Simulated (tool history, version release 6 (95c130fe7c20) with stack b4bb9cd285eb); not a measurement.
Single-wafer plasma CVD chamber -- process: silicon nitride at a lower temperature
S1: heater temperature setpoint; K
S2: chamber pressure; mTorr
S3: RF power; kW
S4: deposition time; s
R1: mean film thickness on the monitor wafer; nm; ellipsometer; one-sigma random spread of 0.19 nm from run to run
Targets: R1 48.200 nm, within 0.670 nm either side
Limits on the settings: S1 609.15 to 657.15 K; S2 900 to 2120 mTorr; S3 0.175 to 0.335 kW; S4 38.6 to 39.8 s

{"run": 1, "day": 0.0, "S1": 633.15, "S2": 1510, "S3": 0.255, "S4": 38.6, "R1": 40.078}
{"run": 2, "day": 0.346, "S1": 633.15, "S2": 1680, "S3": 0.255, "S4": 38.6, "R1": 41.524}
{"run": 3, "day": 0.688, "S1": 633.15, "S2": 1680, "S3": 0.255, "S4": 39.8, "R1": 42.69}
{"run": 4, "day": 0.883, "S1": 633.15, "S2": 1760, "S3": 0.26, "S4": 39.8, "R1": 43.538}
{"run": 5, "day": 1.117, "S1": 641.15, "S2": 1760, "S3": 0.26, "S4": 39.8, "R1": 43.179}
{"run": 6, "day": 1.175, "S1": 639.15, "S2": 1840, "S3": 0.265, "S4": 39.8, "R1": 44.572}
{"run": 7, "day": 1.242, "S1": 638.15, "S2": 1900, "S3": 0.265, "S4": 39.8, "R1": 44.945}
{"run": 8, "day": 1.433, "S1": 637.15, "S2": 1950, "S3": 0.27, "S4": 39.8, "R1": 45.758}
{"run": 9, "day": 1.504, "S1": 637.15, "S2": 1990, "S3": 0.27, "S4": 39.8, "R1": 46.43}
{"run": 10, "day": 1.538, "S1": 636.15, "S2": 2020, "S3": 0.27, "S4": 39.8, "R1": 46.201}
{"run": 11, "day": 1.767, "S1": 636.15, "S2": 2120, "S3": 0.285, "S4": 39.8, "R1": 49.109}

Exercise: of the 4 proposed moves below, exactly one satisfies all targets within the stated allowed misses. Which move is it?
{"run": "A", "day": 1.996, "S1": 645.15, "S2": 2120, "S3": 0.285, "S4": 39.4, "R1": "?"}
{"run": "B", "day": 1.996, "S1": 632.15, "S2": 2120, "S3": 0.275, "S4": 39.1, "R1": "?"}
{"run": "C", "day": 1.996, "S1": 634.15, "S2": 2120, "S3": 0.27, "S4": 38.9, "R1": "?"}
{"run": "D", "day": 1.996, "S1": 633.15, "S2": 2100, "S3": 0.27, "S4": 39.5, "R1": "?"}

move=A R1=48.431
move=B R1=46.976
move=C R1=46.022
move=D R1=46.651
A: all results land within tolerance of their targets
B: moves the result that the last run missed by most past its target, out the other side
C: moves the result that the last run missed by most past its target, out the other side
D: moves the result that the last run missed by most past its target, out the other side
Go with A: it meets all targets.

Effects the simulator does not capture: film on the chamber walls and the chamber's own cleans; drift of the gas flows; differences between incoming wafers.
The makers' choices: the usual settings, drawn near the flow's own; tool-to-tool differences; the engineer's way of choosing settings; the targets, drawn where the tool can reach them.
